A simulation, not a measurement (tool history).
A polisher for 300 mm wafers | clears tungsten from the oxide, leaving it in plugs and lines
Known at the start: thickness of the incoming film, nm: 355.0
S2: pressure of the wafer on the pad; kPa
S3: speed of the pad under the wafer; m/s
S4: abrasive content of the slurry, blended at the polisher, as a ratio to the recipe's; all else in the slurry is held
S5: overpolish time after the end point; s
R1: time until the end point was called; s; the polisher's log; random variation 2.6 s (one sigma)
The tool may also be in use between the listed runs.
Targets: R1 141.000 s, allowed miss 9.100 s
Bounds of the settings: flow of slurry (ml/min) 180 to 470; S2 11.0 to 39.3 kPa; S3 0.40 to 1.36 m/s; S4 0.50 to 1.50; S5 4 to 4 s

{"run": 1, "hour": 0.0, "flow of slurry (ml/min)": 300, "S2": 24.8, "S3": 0.88, "S4": 1.0, "S5": 4, "R1": 90.771}
{"run": 2, "hour": 3.9, "flow of slurry (ml/min)": 300, "S2": 24.1, "S3": 0.88, "S4": 1.0, "S5": 4, "R1": 93.257}
{"run": 3, "hour": 10.0, "flow of slurry (ml/min)": 300, "S2": 21.4, "S3": 0.88, "S4": 1.0, "S5": 4, "R1": 98.571}
{"run": 4, "hour": 17.6, "flow of slurry (ml/min)": 300, "S2": 20.7, "S3": 0.86, "S4": 1.0, "S5": 4, "R1": 106.45}
{"run": 5, "hour": 22.6, "flow of slurry (ml/min)": 300, "S2": 20.0, "S3": 0.86, "S4": 1.0, "S5": 4, "R1": 110.51}
{"run": 6, "hour": 28.5, "flow of slurry (ml/min)": 300, "S2": 20.0, "S3": 0.86, "S4": 1.0, "S5": 4, "R1": 106.34}
{"run": 7, "hour": 32.2, "flow of slurry (ml/min)": 300, "S2": 19.3, "S3": 0.86, "S4": 1.0, "S5": 4, "R1": 115.38}
{"run": 8, "hour": 36.9, "flow of slurry (ml/min)": 300, "S2": 18.6, "S3": 0.86, "S4": 1.0, "S5": 4, "R1": 116.99}
{"run": 9, "hour": 40.1, "flow of slurry (ml/min)": 300, "S2": 17.9, "S3": 0.86, "S4": 1.0, "S5": 4, "R1": 119.42}
{"run": 10, "hour": 42.5, "flow of slurry (ml/min)": 300, "S2": 17.2, "S3": 0.86, "S4": 1.0, "S5": 4, "R1": 122.65}

5 next moves are on the table. One of them brings every result within its allowed miss. Which?
{"run": "A", "hour": 44.9, "flow of slurry (ml/min)": 395, "S2": 21.4, "S3": 0.7, "S4": 1.15, "S5": 4, "R1": "?"}
{"run": "B", "hour": 44.9, "flow of slurry (ml/min)": 445, "S2": 22.8, "S3": 0.88, "S4": 0.9, "S5": 4, "R1": "?"}
{"run": "C", "hour": 44.9, "flow of slurry (ml/min)": 275, "S2": 14.5, "S3": 0.74, "S4": 0.95, "S5": 4, "R1": "?"}
{"run": "D", "hour": 44.9, "flow of slurry (ml/min)": 280, "S2": 20.0, "S3": 0.96, "S4": 1.05, "S5": 4, "R1": "?"}
{"run": "E", "hour": 44.9, "flow of slurry (ml/min)": 280, "S2": 17.2, "S3": 0.74, "S4": 1.05, "S5": 4, "R1": "?"}

move=A R1=119.280
move=B R1=97.490
move=C R1=171.100
move=D R1=98.000
move=E R1=143.070
A: further off than the last run
B: further off than the last run
C: takes the result that was furthest off past its target
D: further off than the last run
E: meets every target
The right move is E.

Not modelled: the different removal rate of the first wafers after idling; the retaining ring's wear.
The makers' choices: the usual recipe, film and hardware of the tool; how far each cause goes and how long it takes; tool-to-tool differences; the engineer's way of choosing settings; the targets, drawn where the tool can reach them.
